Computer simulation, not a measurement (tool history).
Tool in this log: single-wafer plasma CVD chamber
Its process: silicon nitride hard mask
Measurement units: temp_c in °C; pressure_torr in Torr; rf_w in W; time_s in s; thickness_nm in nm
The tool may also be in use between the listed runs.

Run 1, hour 0.0: temp_c 410 °C, pressure_torr 1.20 Torr, rf_w 325 W, time_s 73.7 s. Result: thickness_nm 78.169 nm.
Run 2, hour 1.4: temp_c 405 °C, pressure_torr 1.20 Torr, rf_w 325 W, time_s 73.7 s. Result: thickness_nm 78.114 nm.
Run 3, hour 3.6: temp_c 405 °C, pressure_torr 1.06 Torr, rf_w 325 W, time_s 73.7 s. Result: thickness_nm 75.421 nm.
Run 4, hour 6.0: temp_c 405 °C, pressure_torr 1.00 Torr, rf_w 305 W, time_s 73.7 s. Result: thickness_nm 71.207 nm.
Run 5, hour 10.2: temp_c 405 °C, pressure_torr 0.95 Torr, rf_w 290 W, time_s 73.7 s. Result: thickness_nm 68.563 nm.
Run 6, hour 11.4: temp_c 405 °C, pressure_torr 0.91 Torr, rf_w 280 W, time_s 73.7 s. Result: thickness_nm 65.245 nm.
Run 7, hour 15.1: temp_c 405 °C, pressure_torr 0.88 Torr, rf_w 275 W, time_s 73.7 s. Result: thickness_nm 64.218 nm.
Run 8, hour 22.8: temp_c 405 °C, pressure_torr 0.85 Torr, rf_w 270 W, time_s 73.7 s. Result: thickness_nm 61.879 nm.

Run 9 is up next; what results do you expect?
Run 9, hour 26.7: temp_c 405 °C, pressure_torr 0.83 Torr, rf_w 270 W, time_s 73.7 s. Result: thickness_nm ?.

thickness_nm: 62.217 nm
